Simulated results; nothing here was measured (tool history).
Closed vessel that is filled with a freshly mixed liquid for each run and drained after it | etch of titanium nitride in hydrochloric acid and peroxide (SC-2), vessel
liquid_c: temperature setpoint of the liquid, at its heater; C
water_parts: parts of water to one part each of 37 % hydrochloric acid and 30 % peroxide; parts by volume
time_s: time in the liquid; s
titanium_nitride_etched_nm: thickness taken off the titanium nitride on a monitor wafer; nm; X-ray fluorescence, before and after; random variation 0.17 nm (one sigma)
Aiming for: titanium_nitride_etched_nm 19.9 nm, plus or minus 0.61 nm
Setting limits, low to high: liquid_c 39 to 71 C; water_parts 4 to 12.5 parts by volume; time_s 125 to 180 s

run	hour	liquid_c	water_parts	time_s	titanium_nitride_etched_nm
1	0	55	7	180	14.661
2	3.2	55	7	180	14.575
3	7.6	55	7	125	10.163
4	10.8	57	7	125	11.431
5	17	63	7	125	16.619
6	19.4	69	7	125	24.148
7	24	68.5	7	125	23.428
8	32.1	68	7	125	22.533
9	37.9	67.5	7	125	22.091

Pick the move, out of 5, that brings all results within their allowed miss; only one does.
A	43.7	64	7	175	?
B	43.7	62	7	175	?
C	43.7	67.5	8.5	145	?
D	43.7	64	6	125	?
E	43.7	65.5	9	170	?

move	titanium_nitride_etched_nm
A	24.972
B	22.077
C	21.928
D	20.067
E	21.749
A: its largest miss is bigger than the last run's
B: about as far from the targets as the last run
C: nearer the targets than the last run, but a result is still out of spec
D: in spec on every target
E: nearer the targets than the last run, but a result is still out of spec
Go with D: it meets all targets.

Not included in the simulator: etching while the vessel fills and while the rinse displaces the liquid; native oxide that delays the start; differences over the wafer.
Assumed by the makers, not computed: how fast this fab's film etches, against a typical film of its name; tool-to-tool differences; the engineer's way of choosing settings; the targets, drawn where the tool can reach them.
